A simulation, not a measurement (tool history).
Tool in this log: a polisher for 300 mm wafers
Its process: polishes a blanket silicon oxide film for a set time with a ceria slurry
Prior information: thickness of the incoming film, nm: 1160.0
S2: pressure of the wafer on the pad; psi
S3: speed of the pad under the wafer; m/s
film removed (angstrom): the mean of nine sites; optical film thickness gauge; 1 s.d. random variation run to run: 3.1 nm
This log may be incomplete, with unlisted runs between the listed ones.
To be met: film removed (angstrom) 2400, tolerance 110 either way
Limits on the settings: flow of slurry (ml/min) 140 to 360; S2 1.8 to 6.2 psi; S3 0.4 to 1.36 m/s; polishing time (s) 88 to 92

{"run": 1, "hour": 0.0, "flow of slurry (ml/min)": 230, "S2": 4, "S3": 0.88, "polishing time (s)": 88, "film removed (angstrom)": 3689.4}
{"run": 2, "hour": 8.8, "flow of slurry (ml/min)": 230, "S2": 3.6, "S3": 0.88, "polishing time (s)": 88, "film removed (angstrom)": 3383.9}
{"run": 3, "hour": 11.2, "flow of slurry (ml/min)": 230, "S2": 3.6, "S3": 0.88, "polishing time (s)": 92, "film removed (angstrom)": 3630.8}
{"run": 4, "hour": 20.0, "flow of slurry (ml/min)": 230, "S2": 3.6, "S3": 0.88, "polishing time (s)": 88, "film removed (angstrom)": 3487}
{"run": 5, "hour": 26.3, "flow of slurry (ml/min)": 260, "S2": 3.6, "S3": 0.88, "polishing time (s)": 88, "film removed (angstrom)": 3507.1}
{"run": 6, "hour": 27.3, "flow of slurry (ml/min)": 215, "S2": 3.6, "S3": 0.88, "polishing time (s)": 88, "film removed (angstrom)": 3447}
{"run": 7, "hour": 29.1, "flow of slurry (ml/min)": 215, "S2": 3.2, "S3": 0.86, "polishing time (s)": 88, "film removed (angstrom)": 3171.8}
{"run": 8, "hour": 36.3, "flow of slurry (ml/min)": 215, "S2": 2.9, "S3": 0.84, "polishing time (s)": 88, "film removed (angstrom)": 2920.3}
{"run": 9, "hour": 43.2, "flow of slurry (ml/min)": 215, "S2": 2.6, "S3": 0.84, "polishing time (s)": 88, "film removed (angstrom)": 2764.8}
{"run": 10, "hour": 51.4, "flow of slurry (ml/min)": 215, "S2": 2.4, "S3": 0.84, "polishing time (s)": 88, "film removed (angstrom)": 2643.1}

Exercise: of the 4 proposed moves below, exactly one satisfies all targets within the stated allowed misses. Which move is it?
{"run": "A", "hour": 59.6, "flow of slurry (ml/min)": 215, "S2": 2.3, "S3": 0.88, "polishing time (s)": 91, "film removed (angstrom)": "?"}
{"run": "B", "hour": 59.6, "flow of slurry (ml/min)": 215, "S2": 3, "S3": 0.72, "polishing time (s)": 88, "film removed (angstrom)": "?"}
{"run": "C", "hour": 59.6, "flow of slurry (ml/min)": 200, "S2": 2.9, "S3": 0.84, "polishing time (s)": 92, "film removed (angstrom)": "?"}
{"run": "D", "hour": 59.6, "flow of slurry (ml/min)": 285, "S2": 2.1, "S3": 0.82, "polishing time (s)": 88, "film removed (angstrom)": "?"}

move=A film_removed_(angstrom)=2714
move=B film_removed_(angstrom)=2748.4
move=C film_removed_(angstrom)=3054.7
move=D film_removed_(angstrom)=2437.5
A: the biggest miss grows against the last run
B: the biggest miss grows against the last run
C: the biggest miss grows against the last run
D: every result within its allowed miss
The move that meets every target is D.

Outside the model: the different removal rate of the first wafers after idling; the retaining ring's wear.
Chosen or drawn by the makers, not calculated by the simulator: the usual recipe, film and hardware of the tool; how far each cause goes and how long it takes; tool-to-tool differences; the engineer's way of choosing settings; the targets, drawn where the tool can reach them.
